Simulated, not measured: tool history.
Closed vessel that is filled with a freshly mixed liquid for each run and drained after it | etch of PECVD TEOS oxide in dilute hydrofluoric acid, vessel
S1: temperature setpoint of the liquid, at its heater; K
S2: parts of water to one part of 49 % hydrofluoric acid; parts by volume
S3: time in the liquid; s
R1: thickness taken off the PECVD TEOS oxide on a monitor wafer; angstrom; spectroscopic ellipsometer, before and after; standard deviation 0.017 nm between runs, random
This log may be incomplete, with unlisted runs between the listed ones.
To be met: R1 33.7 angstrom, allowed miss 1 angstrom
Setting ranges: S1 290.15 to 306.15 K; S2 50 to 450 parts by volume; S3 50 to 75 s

run 1 hour=0 | S1=298.15 S2=250 S3=75 | R1=43.469
run 2 hour=7.5 | S1=297.15 S2=250 S3=75 | R1=42.018
run 3 hour=10.3 | S1=297.15 S2=160 S3=75 | R1=72.689
run 4 hour=17.7 | S1=296.15 S2=175 S3=75 | R1=63.183
run 5 hour=22 | S1=295.15 S2=185 S3=75 | R1=55.964
run 6 hour=28.4 | S1=294.65 S2=190 S3=75 | R1=53.595
run 7 hour=35.8 | S1=294.65 S2=190 S3=75 | R1=53.671
run 8 hour=38.8 | S1=294.15 S2=195 S3=75 | R1=51.408
run 9 hour=46.7 | S1=290.15 S2=265 S3=75 | R1=29.829
run 10 hour=56 | S1=290.65 S2=265 S3=75 | R1=30.844
run 11 hour=61.3 | S1=290.65 S2=265 S3=75 | R1=30.658
run 12 hour=64 | S1=291.15 S2=265 S3=75 | R1=31.027
run 13 hour=71.7 | S1=291.15 S2=265 S3=75 | R1=31.376
run 14 hour=74.2 | S1=292.15 S2=265 S3=75 | R1=32.512

Of the 4 settings listed for the next run, only one would bring every result within its allowed miss of target. Which one?
run A hour=76.7 | S1=294.15 S2=260 S3=65 | R1=?
run B hour=76.7 | S1=297.65 S2=285 S3=70 | R1=?
run C hour=76.7 | S1=292.15 S2=275 S3=75 | R1=?
run D hour=76.7 | S1=294.15 S2=205 S3=50 | R1=?

move=A R1=30.864
move=B R1=33.551
move=C R1=30.83
move=D R1=31.764
A: moves away from the targets compared with the last run
B: every result within its allowed miss
C: moves away from the targets compared with the last run
D: moves away from the targets compared with the last run
The right move is B.

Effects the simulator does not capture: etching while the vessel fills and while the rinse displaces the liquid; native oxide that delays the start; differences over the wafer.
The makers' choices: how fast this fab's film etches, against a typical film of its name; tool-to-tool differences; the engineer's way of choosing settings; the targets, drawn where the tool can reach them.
